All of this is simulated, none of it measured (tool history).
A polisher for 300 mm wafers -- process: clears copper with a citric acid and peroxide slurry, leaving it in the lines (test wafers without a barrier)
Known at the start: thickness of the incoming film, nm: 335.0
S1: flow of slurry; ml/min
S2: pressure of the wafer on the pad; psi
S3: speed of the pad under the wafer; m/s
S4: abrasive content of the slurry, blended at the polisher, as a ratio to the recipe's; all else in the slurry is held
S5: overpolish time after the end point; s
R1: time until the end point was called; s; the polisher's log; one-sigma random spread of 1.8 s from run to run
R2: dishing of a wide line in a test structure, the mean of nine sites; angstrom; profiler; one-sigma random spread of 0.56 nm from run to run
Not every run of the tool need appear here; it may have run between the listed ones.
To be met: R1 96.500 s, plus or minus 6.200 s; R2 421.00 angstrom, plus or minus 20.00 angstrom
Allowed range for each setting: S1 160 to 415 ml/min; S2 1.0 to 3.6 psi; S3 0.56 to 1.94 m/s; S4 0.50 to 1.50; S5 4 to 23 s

{"run": 1, "day": 0.0, "S1": 265, "S2": 2.3, "S3": 1.24, "S4": 1.0, "S5": 12, "R1": 161.57, "R2": 175.91}
{"run": 2, "day": 0.329, "S1": 265, "S2": 2.5, "S3": 1.24, "S4": 1.0, "S5": 12, "R1": 149.05, "R2": 192.89}
{"run": 3, "day": 0.412, "S1": 200, "S2": 2.5, "S3": 1.24, "S4": 1.0, "S5": 12, "R1": 158.28, "R2": 177.74}
{"run": 4, "day": 0.729, "S1": 200, "S2": 2.5, "S3": 1.24, "S4": 1.15, "S5": 12, "R1": 150.1, "R2": 189.05}
{"run": 5, "day": 0.767, "S1": 200, "S2": 2.6, "S3": 1.24, "S4": 1.15, "S5": 13, "R1": 150.58, "R2": 203.28}
{"run": 6, "day": 0.933, "S1": 200, "S2": 2.6, "S3": 1.24, "S4": 1.35, "S5": 13, "R1": 143.41, "R2": 213.88}
{"run": 7, "day": 1.108, "S1": 200, "S2": 2.7, "S3": 1.24, "S4": 1.35, "S5": 13, "R1": 136.02, "R2": 220.02}
{"run": 8, "day": 1.462, "S1": 200, "S2": 2.8, "S3": 1.26, "S4": 1.35, "S5": 14, "R1": 132.63, "R2": 247.17}
{"run": 9, "day": 1.7, "S1": 200, "S2": 2.9, "S3": 1.26, "S4": 1.35, "S5": 14, "R1": 127.0, "R2": 252.58}
{"run": 10, "day": 1.779, "S1": 200, "S2": 3.0, "S3": 1.28, "S4": 1.35, "S5": 14, "R1": 122.54, "R2": 260.44}
{"run": 11, "day": 2.029, "S1": 200, "S2": 3.0, "S3": 1.3, "S4": 1.35, "S5": 14, "R1": 118.97, "R2": 271.4}
{"run": 12, "day": 2.3, "S1": 200, "S2": 3.1, "S3": 1.3, "S4": 1.35, "S5": 14, "R1": 114.0, "R2": 277.24}

Which one of the following 5 next-run settings gets every result inside its allowed miss? There is exactly one.
{"run": "A", "day": 2.571, "S1": 265, "S2": 3.6, "S3": 1.4, "S4": 1.45, "S5": 22, "R1": "?", "R2": "?"}
{"run": "B", "day": 2.571, "S1": 170, "S2": 1.9, "S3": 1.6, "S4": 1.5, "S5": 14, "R1": "?", "R2": "?"}
{"run": "C", "day": 2.571, "S1": 345, "S2": 2.9, "S3": 1.5, "S4": 1.45, "S5": 10, "R1": "?", "R2": "?"}
{"run": "D", "day": 2.571, "S1": 210, "S2": 3.5, "S3": 1.48, "S4": 1.25, "S5": 15, "R1": "?", "R2": "?"}
{"run": "E", "day": 2.571, "S1": 190, "S2": 3.0, "S3": 1.62, "S4": 1.45, "S5": 19, "R1": "?", "R2": "?"}

move=A R1=89.568 R2=523.03
move=B R1=156.710 R2=208.77
move=C R1=101.330 R2=232.09
move=D R1=92.513 R2=365.94
move=E R1=97.894 R2=424.44
A: takes the result that was furthest off past its target
B: moves away from the targets compared with the last run
C: moves away from the targets compared with the last run
D: closer than the last run, but not yet in spec
E: each result inside its tolerance
E meets every target.

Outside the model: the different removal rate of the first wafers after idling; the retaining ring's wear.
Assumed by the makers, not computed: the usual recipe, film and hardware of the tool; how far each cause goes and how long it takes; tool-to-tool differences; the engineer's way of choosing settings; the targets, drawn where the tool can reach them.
